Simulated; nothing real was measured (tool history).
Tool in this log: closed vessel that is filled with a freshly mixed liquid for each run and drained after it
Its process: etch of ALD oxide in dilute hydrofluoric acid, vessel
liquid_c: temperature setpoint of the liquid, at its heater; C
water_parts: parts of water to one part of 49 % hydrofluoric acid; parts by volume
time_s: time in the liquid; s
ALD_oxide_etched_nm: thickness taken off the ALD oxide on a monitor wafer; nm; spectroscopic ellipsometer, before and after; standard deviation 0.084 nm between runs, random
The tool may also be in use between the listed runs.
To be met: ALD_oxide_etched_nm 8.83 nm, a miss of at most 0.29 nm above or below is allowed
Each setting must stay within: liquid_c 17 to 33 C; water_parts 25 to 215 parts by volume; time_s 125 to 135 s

run	hour	liquid_c	water_parts	time_s	ALD_oxide_etched_nm
1	0	25	120	125	13.162
2	5.5	25	145	125	10.479
3	6	25	145	125	10.604
4	14.3	26.5	145	125	11.085
5	16	26.5	170	125	9.1273
6	24.5	26.5	155	125	10.379
7	26	26	155	125	10.176
8	28.5	25.5	155	125	10.003
9	30.4	25	155	125	9.6335
10	31.9	24.5	155	125	9.4405
11	36.4	23.5	155	125	9.2911

Which one of the following 4 next-run settings gets every result inside its allowed miss? There is exactly one.
A	40.9	27	180	125	?
B	40.9	25	160	130	?
C	40.9	22	135	125	?
D	40.9	23	150	125	?

move	ALD_oxide_etched_nm
A	8.6076
B	9.603
C	10.068
D	9.2484
A: each result inside its tolerance
B: lands further from the targets than the last run did
C: lands further from the targets than the last run did
D: better than the last run, though not everything is in spec
The move that meets every target is A.
